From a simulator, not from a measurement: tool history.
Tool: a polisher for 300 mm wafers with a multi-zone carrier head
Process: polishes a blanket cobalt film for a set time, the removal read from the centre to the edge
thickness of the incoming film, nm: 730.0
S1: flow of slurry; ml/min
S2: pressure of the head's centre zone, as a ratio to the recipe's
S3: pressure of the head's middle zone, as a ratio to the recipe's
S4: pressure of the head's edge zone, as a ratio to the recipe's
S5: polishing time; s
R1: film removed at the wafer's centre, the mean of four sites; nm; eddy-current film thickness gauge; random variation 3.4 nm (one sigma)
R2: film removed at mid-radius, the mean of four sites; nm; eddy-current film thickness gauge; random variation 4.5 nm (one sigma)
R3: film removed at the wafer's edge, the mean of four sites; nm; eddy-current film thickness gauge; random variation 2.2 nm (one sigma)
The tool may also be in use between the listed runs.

run 1 hour=0 | S1=200 S2=1 S3=1 S4=1 S5=44 | R1=215.85 R2=226.57 R3=219.41
run 2 hour=4 | S1=200 S2=1 S3=1.03 S4=1 S5=44 | R1=221.31 R2=225.15 R3=220.97
run 3 hour=9.2 | S1=210 S2=0.99 S3=1.05 S4=0.99 S5=45 | R1=218.46 R2=241.51 R3=224.76
run 4 hour=11.8 | S1=210 S2=1.07 S3=1.05 S4=0.99 S5=45 | R1=241.31 R2=238.73 R3=224.12
run 5 hour=18.5 | S1=215 S2=1.07 S3=1.06 S4=1 S5=46 | R1=241.47 R2=251.77 R3=232.42
run 6 hour=20.3 | S1=215 S2=1.08 S3=1.06 S4=1 S5=47 | R1=254.83 R2=250.37 R3=237.31
run 7 hour=21.7 | S1=220 S2=1.08 S3=1.07 S4=1.01 S5=48 | R1=263.56 R2=260.15 R3=244.3

The next listed run, before its measurement:
run 8 hour=26.1 | S1=225 S2=1.08 S3=1.08 S4=1.02 S5=49 | R1=? R2=? R3=?

Run 8 gave R1 265.36 nm, R2 264.96 nm, R3 250.64 nm.
